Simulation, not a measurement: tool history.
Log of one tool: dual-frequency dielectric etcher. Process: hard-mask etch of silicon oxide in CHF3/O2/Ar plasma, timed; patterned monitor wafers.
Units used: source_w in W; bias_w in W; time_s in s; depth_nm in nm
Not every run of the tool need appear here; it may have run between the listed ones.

| run | hour | source_w | bias_w | time_s | depth_nm |
|---|---|---|---|---|---|
| 1 | 0.0 | 460 | 198 | 15.5 | 28.489 |
| 2 | 5.9 | 430 | 191 | 15.5 | 27.726 |
| 3 | 13.3 | 430 | 191 | 14.0 | 25.248 |
| 4 | 18.9 | 420 | 189 | 14.0 | 25.055 |
| 5 | 27.3 | 410 | 188 | 14.0 | 24.746 |
| 6 | 28.1 | 410 | 188 | 15.5 | 27.468 |
| 7 | 36.8 | 400 | 177 | 15.5 | 26.710 |
| 8 | 41.2 | 380 | 171 | 15.5 | 26.013 |

Run 9, settings as shown, results not yet in. Your forecast:
| 9 | 43.5 | 370 | 166 | 15.5 | ? |

{"run 9": {"depth_nm": 25.428}}
